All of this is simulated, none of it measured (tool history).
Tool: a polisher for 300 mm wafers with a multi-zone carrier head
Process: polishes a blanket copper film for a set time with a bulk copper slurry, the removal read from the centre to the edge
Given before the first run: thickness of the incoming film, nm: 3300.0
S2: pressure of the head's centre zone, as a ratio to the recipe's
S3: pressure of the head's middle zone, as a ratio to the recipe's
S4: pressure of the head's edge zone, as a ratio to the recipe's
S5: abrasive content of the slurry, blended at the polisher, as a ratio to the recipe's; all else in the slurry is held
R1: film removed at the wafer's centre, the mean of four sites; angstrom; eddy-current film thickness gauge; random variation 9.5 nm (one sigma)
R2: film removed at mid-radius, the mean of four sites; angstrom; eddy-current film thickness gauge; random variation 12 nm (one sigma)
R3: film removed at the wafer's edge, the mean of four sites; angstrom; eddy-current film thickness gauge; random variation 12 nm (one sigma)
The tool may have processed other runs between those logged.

Run 1, hour 0.0: flow of slurry (ml/min) 190, S2 1.00, S3 1.00, S4 1.00, S5 1.00, polishing time (s) 59. Result: R1 8723.2 angstrom, R2 8719.4 angstrom, R3 8430.8 angstrom.
Run 2, hour 7.3: flow of slurry (ml/min) 195, S2 1.02, S3 1.01, S4 1.02, S5 1.05, polishing time (s) 59. Result: R1 8959.9 angstrom, R2 8877.6 angstrom, R3 8789.8 angstrom.
Run 3, hour 13.0: flow of slurry (ml/min) 195, S2 1.02, S3 1.01, S4 1.02, S5 1.20, polishing time (s) 59. Result: R1 9357.1 angstrom, R2 9287.7 angstrom, R3 9104.1 angstrom.
Run 4, hour 15.8: flow of slurry (ml/min) 205, S2 1.04, S3 1.02, S4 1.03, S5 1.20, polishing time (s) 59. Result: R1 9786.0 angstrom, R2 9448.3 angstrom, R3 9144.6 angstrom.
Run 5, hour 17.8: flow of slurry (ml/min) 205, S2 1.04, S3 1.02, S4 1.10, S5 1.20, polishing time (s) 59. Result: R1 9670.6 angstrom, R2 9265.3 angstrom, R3 9498.8 angstrom.
Run 6, hour 24.0: flow of slurry (ml/min) 205, S2 1.04, S3 0.99, S4 1.10, S5 1.20, polishing time (s) 59. Result: R1 9686.3 angstrom, R2 9098.4 angstrom, R3 9271.7 angstrom.
Run 7, hour 25.4: flow of slurry (ml/min) 215, S2 1.06, S3 1.01, S4 1.10, S5 1.20, polishing time (s) 59. Result: R1 9913.3 angstrom, R2 9450.0 angstrom, R3 9399.9 angstrom.
Run 8, hour 27.8: flow of slurry (ml/min) 220, S2 1.08, S3 1.02, S4 1.11, S5 1.25, polishing time (s) 59. Result: R1 10235.0 angstrom, R2 9343.1 angstrom, R3 9431.0 angstrom.
Run 9, hour 34.8: flow of slurry (ml/min) 225, S2 1.09, S3 1.03, S4 1.11, S5 1.30, polishing time (s) 59. Result: R1 10416.0 angstrom, R2 9868.2 angstrom, R3 9648.9 angstrom.
Run 10, hour 39.3: flow of slurry (ml/min) 230, S2 1.10, S3 1.03, S4 1.12, S5 1.35, polishing time (s) 59. Result: R1 10628.0 angstrom, R2 9852.5 angstrom, R3 9770.5 angstrom.
Run 11, hour 42.5: flow of slurry (ml/min) 235, S2 1.11, S3 1.04, S4 1.12, S5 1.35, polishing time (s) 59. Result: R1 10708.0 angstrom, R2 9975.0 angstrom, R3 9817.2 angstrom.
Run 12, hour 51.2: flow of slurry (ml/min) 240, S2 1.12, S3 1.05, S4 1.12, S5 1.35, polishing time (s) 59. Result: R1 11115.0 angstrom, R2 10071.0 angstrom, R3 9727.1 angstrom.
Run 13, hour 54.0: flow of slurry (ml/min) 245, S2 1.12, S3 1.05, S4 1.13, S5 1.35, polishing time (s) 59. Result: R1 11142.0 angstrom, R2 10153.0 angstrom, R3 9818.7 angstrom.
Run 14, hour 56.1: flow of slurry (ml/min) 250, S2 1.12, S3 1.05, S4 1.14, S5 1.35, polishing time (s) 59. Result: R1 11017.0 angstrom, R2 10144.0 angstrom, R3 10108.0 angstrom.

Run 15 comes next. What will it give?
Run 15, hour 60.7: flow of slurry (ml/min) 255, S2 1.13, S3 1.06, S4 1.14, S5 1.35, polishing time (s) 59. Result: R1 ?, R2 ?, R3 ?.

R1: 10905.0 angstrom
R2: 10290.0 angstrom
R3: 10012.0 angstrom
